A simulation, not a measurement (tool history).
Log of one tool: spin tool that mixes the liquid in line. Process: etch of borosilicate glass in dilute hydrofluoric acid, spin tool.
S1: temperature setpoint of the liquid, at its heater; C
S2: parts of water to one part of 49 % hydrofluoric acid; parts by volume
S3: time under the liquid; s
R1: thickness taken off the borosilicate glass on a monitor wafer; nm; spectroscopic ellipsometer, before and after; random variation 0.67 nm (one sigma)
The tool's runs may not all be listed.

| run | hour | S1 | S2 | S3 | R1 |
|---|---|---|---|---|---|
| 1 | 0.0 | 20.0 | 130 | 220 | 48.921 |
| 2 | 3.6 | 20.0 | 90 | 220 | 73.722 |
| 3 | 6.5 | 19.5 | 90 | 220 | 71.451 |
| 4 | 15.5 | 21.5 | 90 | 220 | 78.923 |
| 5 | 18.6 | 21.0 | 90 | 220 | 76.329 |
| 6 | 27.2 | 20.5 | 90 | 220 | 74.573 |
| 7 | 33.3 | 20.0 | 90 | 220 | 73.927 |

Run 8 comes next. What will it give?
| 8 | 38.0 | 19.5 | 90 | 220 | ? |

Run 8 gave R1 71.224 nm.
